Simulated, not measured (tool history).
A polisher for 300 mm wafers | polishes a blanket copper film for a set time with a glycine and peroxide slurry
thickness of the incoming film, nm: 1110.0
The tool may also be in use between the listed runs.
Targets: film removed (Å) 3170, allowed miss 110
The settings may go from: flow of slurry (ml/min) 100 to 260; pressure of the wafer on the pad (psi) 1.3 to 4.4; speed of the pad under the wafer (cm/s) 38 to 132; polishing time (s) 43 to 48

run  hour  flow of slurry (ml/min)  pressure of the wafer on the pad (psi)  speed of the pad under the wafer (cm/s)  polishing time (s)  film removed (Å)
  1     0                      165                                     2.8                                       84                  48            2157.1
  2   2.5                      165                                     2.8                                       84                  43            1969.3
  3  11.5                      170                                     3.1                                       84                  43            2095.7
  4  13.9                      170                                     3.4                                       88                  43            2240.5
  5    22                      170                                     3.6                                       92                  43            2466.4
  6  29.7                      170                                     3.3                                       92                  43              2296
  7  32.4                      170                                     3.5                                       96                  43            2479.2
     36.2  -- worn pad replaced by a new one
  8  36.2                      170                                     3.7                                       98                  43            2875.1

5 next moves are on the table. One of them brings every result within its allowed miss. Which?
  A    40                      165                                     3.7                                      108                  48                 ?
  B    40                      190                                     4.2                                      100                  45                 ?
  C    40                      185                                     3.5                                      106                  46                 ?
  D    40                      140                                     3.4                                      130                  47                 ?
  E    40                      175                                     3.6                                      108                  47                 ?

move  film removed (Å)
   A            3453.8
   B            3438.2
   C              3196
   D            3540.5
   E            3348.5
A: takes the result that was furthest off past its target
B: takes the result that was furthest off past its target
C: meets every target
D: takes the result that was furthest off past its target
E: takes the result that was furthest off past its target
The right move is C.
